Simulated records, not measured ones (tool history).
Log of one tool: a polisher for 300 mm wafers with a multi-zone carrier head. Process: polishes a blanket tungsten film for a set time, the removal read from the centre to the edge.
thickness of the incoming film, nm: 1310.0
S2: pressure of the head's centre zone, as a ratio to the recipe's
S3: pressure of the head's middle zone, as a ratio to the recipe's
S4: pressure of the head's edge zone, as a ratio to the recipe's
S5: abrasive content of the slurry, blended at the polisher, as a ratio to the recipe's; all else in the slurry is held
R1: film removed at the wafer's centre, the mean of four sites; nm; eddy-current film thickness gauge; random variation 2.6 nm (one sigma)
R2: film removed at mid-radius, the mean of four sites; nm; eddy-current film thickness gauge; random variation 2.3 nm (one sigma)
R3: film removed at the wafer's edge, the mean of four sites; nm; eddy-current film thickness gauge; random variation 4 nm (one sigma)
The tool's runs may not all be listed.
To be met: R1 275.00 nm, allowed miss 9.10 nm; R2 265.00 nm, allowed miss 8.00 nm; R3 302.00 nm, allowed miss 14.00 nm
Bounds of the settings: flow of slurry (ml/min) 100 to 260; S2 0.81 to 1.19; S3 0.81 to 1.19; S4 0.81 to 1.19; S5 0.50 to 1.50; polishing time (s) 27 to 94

{"run": 1, "hour": 0.0, "flow of slurry (ml/min)": 165, "S2": 1.0, "S3": 1.0, "S4": 1.0, "S5": 1.0, "polishing time (s)": 60, "R1": 343.66, "R2": 342.4, "R3": 321.99}
{"run": 2, "hour": 4.4, "flow of slurry (ml/min)": 160, "S2": 0.98, "S3": 0.97, "S4": 1.0, "S5": 0.95, "polishing time (s)": 60, "R1": 327.66, "R2": 331.62, "R3": 322.25}
{"run": 3, "hour": 7.5, "flow of slurry (ml/min)": 160, "S2": 0.98, "S3": 0.97, "S4": 1.05, "S5": 0.95, "polishing time (s)": 60, "R1": 327.64, "R2": 326.44, "R3": 335.8}
{"run": 4, "hour": 13.1, "flow of slurry (ml/min)": 160, "S2": 0.95, "S3": 0.97, "S4": 1.05, "S5": 0.95, "polishing time (s)": 60, "R1": 316.43, "R2": 328.75, "R3": 323.28}
{"run": 5, "hour": 16.9, "flow of slurry (ml/min)": 155, "S2": 0.95, "S3": 0.95, "S4": 1.04, "S5": 0.9, "polishing time (s)": 60, "R1": 312.98, "R2": 317.54, "R3": 334.39}
{"run": 6, "hour": 22.0, "flow of slurry (ml/min)": 155, "S2": 0.95, "S3": 0.94, "S4": 1.03, "S5": 0.85, "polishing time (s)": 59, "R1": 305.1, "R2": 307.86, "R3": 314.4}
{"run": 7, "hour": 23.6, "flow of slurry (ml/min)": 150, "S2": 0.95, "S3": 0.92, "S4": 1.03, "S5": 0.85, "polishing time (s)": 59, "R1": 298.9, "R2": 302.28, "R3": 311.42}
{"run": 8, "hour": 27.0, "flow of slurry (ml/min)": 145, "S2": 0.95, "S3": 0.9, "S4": 1.03, "S5": 0.85, "polishing time (s)": 59, "R1": 292.57, "R2": 293.95, "R3": 310.21}
{"run": 9, "hour": 30.8, "flow of slurry (ml/min)": 140, "S2": 0.95, "S3": 0.89, "S4": 1.03, "S5": 0.85, "polishing time (s)": 59, "R1": 295.67, "R2": 286.65, "R3": 309.12}
{"run": 10, "hour": 39.3, "flow of slurry (ml/min)": 135, "S2": 0.95, "S3": 0.88, "S4": 1.03, "S5": 0.85, "polishing time (s)": 59, "R1": 287.95, "R2": 285.45, "R3": 310.26}
{"run": 11, "hour": 43.1, "flow of slurry (ml/min)": 130, "S2": 0.95, "S3": 0.87, "S4": 1.03, "S5": 0.85, "polishing time (s)": 59, "R1": 293.3, "R2": 281.17, "R3": 296.06}
{"run": 12, "hour": 51.6, "flow of slurry (ml/min)": 125, "S2": 0.88, "S3": 0.81, "S4": 1.13, "S5": 0.8, "polishing time (s)": 59, "R1": 260.04, "R2": 253.01, "R3": 311.04}
{"run": 13, "hour": 55.9, "flow of slurry (ml/min)": 125, "S2": 0.88, "S3": 0.81, "S4": 1.13, "S5": 0.8, "polishing time (s)": 59, "R1": 262.09, "R2": 257.66, "R3": 309.86}

5 next moves are on the table. One of them brings every result within its allowed miss. Which?
{"run": "A", "hour": 60.2, "flow of slurry (ml/min)": 115, "S2": 0.92, "S3": 0.9, "S4": 1.1, "S5": 0.7, "polishing time (s)": 56, "R1": "?", "R2": "?", "R3": "?"}
{"run": "B", "hour": 60.2, "flow of slurry (ml/min)": 135, "S2": 0.94, "S3": 0.86, "S4": 1.08, "S5": 0.75, "polishing time (s)": 58, "R1": "?", "R2": "?", "R3": "?"}
{"run": "C", "hour": 60.2, "flow of slurry (ml/min)": 110, "S2": 0.88, "S3": 0.86, "S4": 1.1, "S5": 0.7, "polishing time (s)": 60, "R1": "?", "R2": "?", "R3": "?"}
{"run": "D", "hour": 60.2, "flow of slurry (ml/min)": 145, "S2": 0.87, "S3": 0.86, "S4": 1.19, "S5": 0.9, "polishing time (s)": 53, "R1": "?", "R2": "?", "R3": "?"}
{"run": "E", "hour": 60.2, "flow of slurry (ml/min)": 120, "S2": 0.84, "S3": 0.81, "S4": 1.05, "S5": 0.85, "polishing time (s)": 58, "R1": "?", "R2": "?", "R3": "?"}

move=A R1=246.64 R2=254.42 R3=278.48
move=B R1=277.94 R2=268.59 R3=298.76
move=C R1=248.71 R2=259.08 R3=295.78
move=D R1=248.57 R2=259.17 R3=301.49
move=E R1=245.72 R2=254.60 R3=296.00
A: further off than the last run
B: meets every target
C: further off than the last run
D: further off than the last run
E: further off than the last run
Move B is the one to make.

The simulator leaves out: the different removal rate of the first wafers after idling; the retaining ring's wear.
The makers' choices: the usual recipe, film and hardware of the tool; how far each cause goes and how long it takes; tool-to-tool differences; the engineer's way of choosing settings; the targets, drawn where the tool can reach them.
